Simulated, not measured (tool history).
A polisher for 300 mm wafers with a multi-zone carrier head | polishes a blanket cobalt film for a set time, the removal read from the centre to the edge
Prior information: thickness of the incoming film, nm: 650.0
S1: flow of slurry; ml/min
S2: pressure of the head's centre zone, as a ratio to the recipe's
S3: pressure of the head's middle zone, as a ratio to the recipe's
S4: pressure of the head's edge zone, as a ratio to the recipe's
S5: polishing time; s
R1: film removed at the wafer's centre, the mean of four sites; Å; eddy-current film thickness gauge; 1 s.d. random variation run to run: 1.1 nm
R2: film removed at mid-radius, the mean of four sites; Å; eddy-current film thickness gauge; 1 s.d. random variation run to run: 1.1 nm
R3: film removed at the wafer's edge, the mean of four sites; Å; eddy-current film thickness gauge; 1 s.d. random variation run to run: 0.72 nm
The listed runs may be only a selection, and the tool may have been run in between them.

run	hour	S1	S2	S3	S4	S5	R1	R2	R3
1	0.0	250	1.00	1.00	1.00	36	1064.40	1096.00	1108.10
2	1.3	245	0.98	1.01	0.98	35	1028.60	1076.90	1062.70
3	2.6	215	0.98	1.01	0.98	35	1012.90	1046.80	1046.80
4	4.7	215	0.98	1.01	0.93	35	1023.70	1066.20	1044.60
5	13.2	215	0.96	1.02	0.93	34	962.23	1026.10	1005.90
6	21.2	215	0.94	1.03	0.92	33	960.91	1002.80	979.56
7	22.6	205	0.92	1.06	0.94	32	892.50	998.82	937.77
8	28.7	200	0.90	1.07	0.94	32	843.29	989.30	940.15
9	37.7	195	0.90	1.08	0.93	32	869.72	1003.50	915.89

Expected results for the next run?
10	43.9	190	0.89	1.08	0.93	32	?	?	?

Run 10 measured R1 871.31 Å, R2 1007.00 Å, R3 939.22 Å.
